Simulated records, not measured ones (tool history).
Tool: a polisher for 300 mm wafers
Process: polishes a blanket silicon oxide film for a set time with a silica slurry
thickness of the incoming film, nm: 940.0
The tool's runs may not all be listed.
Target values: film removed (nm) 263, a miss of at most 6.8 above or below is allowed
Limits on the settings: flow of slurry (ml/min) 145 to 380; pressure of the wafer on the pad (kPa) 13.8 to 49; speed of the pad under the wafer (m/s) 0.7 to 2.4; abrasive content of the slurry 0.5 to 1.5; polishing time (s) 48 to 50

run  hour  flow of slurry (ml/min)  pressure of the wafer on the pad (kPa)  speed of the pad under the wafer (m/s)  abrasive content of the slurry  polishing time (s)  film removed (nm)
  1     0                      245                                      31                                    1.54                               1                  48             181.88
  2   6.3                      245                                    23.4                                    1.54                               1                  48             140.56
  3  14.5                      245                                    23.4                                    1.54                             0.8                  48             120.16
  4  19.7                      245                                    23.4                                    1.54                             0.8                  48                118
  5  27.7                      205                                    23.4                                    1.54                             0.8                  48             117.06
  6  35.5                      205                                    17.9                                    1.54                             0.8                  48              91.87
  7  36.6                      235                                    24.8                                    1.54                             0.8                  48             123.03
  8  40.3                      255                                    30.3                                    1.54                             0.8                  48             149.86
  9  48.6                      265                                    35.2                                    1.54                             0.8                  48             170.68
 10  56.6                      270                                    39.3                                    1.54                             0.8                  48             191.34
 11  57.4                      275                                    42.1                                    1.56                             0.8                  48             206.99
 12  61.1                      275                                    44.1                                    1.58                             0.8                  48             216.29
 13  61.7                      285                                    45.5                                    1.62                             0.8                  48             225.95
 14  68.8                      285                                    46.2                                    1.68                             0.8                  48              234.9
 15  73.9                      285                                    46.9                                    1.72                             0.8                  48             234.91
 16  76.2                      285                                    47.6                                     1.8                             0.8                  48             247.72
 17  80.2                      285                                    48.3                                    1.82                             0.8                  48             249.82

Exactly one of the 4 candidate moves below puts every result within its allowed miss. Which one?
  A  84.2                      260                                    45.5                                    2.24                            0.85                  48                  ?
  B  84.2                      210                                    42.7                                    1.78                             0.9                  49                  ?
  C  84.2                      245                                    37.2                                     1.9                               1                  50                  ?
  D  84.2                      345                                    37.9                                    2.38                            0.85                  49                  ?

move  film removed (nm)
   A             284.35
   B             244.06
   C             250.69
   D             261.93
A: moves the result that the last run missed by most past its target, out the other side
B: the biggest miss grows against the last run
C: better than the last run, though not everything is in spec
D: every result within its allowed miss
Go with D: it meets all targets.

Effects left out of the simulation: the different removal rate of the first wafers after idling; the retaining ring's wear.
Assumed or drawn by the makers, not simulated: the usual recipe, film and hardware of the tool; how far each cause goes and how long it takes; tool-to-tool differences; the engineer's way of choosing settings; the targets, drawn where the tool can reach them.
